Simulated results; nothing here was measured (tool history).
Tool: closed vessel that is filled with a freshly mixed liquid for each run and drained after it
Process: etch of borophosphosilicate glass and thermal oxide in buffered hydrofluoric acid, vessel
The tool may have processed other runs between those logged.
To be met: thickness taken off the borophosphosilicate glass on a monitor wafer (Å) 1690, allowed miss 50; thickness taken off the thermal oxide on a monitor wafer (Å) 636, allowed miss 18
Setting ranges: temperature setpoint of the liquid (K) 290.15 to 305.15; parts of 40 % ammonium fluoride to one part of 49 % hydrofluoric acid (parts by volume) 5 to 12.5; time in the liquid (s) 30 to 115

run	day	temperature setpoint of the liquid (K)	parts of 40 % ammonium fluoride to one part of 49 % hydrofluoric acid (parts by volume)	time in the liquid (s)	thickness taken off the borophosphosilicate glass on a monitor wafer (Å)	thickness taken off the thermal oxide on a monitor wafer (Å)
1	0	298.15	7.5	60	2413.5	912.79
2	0.254	297.15	7.5	60	2279	861.69
3	0.504	297.15	7.5	40	1509.7	572.33
4	0.688	293.65	7.5	40	1255.9	476.12
5	0.954	294.15	7.5	40	1288.9	487.08
6	1.108	294.65	7.5	40	1323	502.14
7	1.321	295.15	7.5	40	1363.9	514.08
8	1.571	295.65	7.5	40	1403.2	528.62
9	1.742	296.15	7.5	40	1441.6	544.81
10	2.004	296.65	7.5	40	1473.1	558.02
11	2.042	297.15	7.5	40	1510.6	573.58
12	2.188	297.65	7.5	40	1562.2	591.49

Next run, 4 choices. One meets every target within its allowed miss, the rest don't. Which?
A	2.333	299.65	8.5	40	?	?
B	2.333	301.65	8.5	35	?	?
C	2.333	290.65	5.5	40	?	?
D	2.333	294.15	6.5	45	?	?

move	thickness taken off the borophosphosilicate glass on a monitor wafer (Å)	thickness taken off the thermal oxide on a monitor wafer (Å)
A	1517.3	572.62
B	1475.2	557.35
C	1423.3	529.03
D	1676.4	627.8
A: lands further from the targets than the last run did
B: lands further from the targets than the last run did
C: lands further from the targets than the last run did
D: all results in spec
The move that meets every target is D.
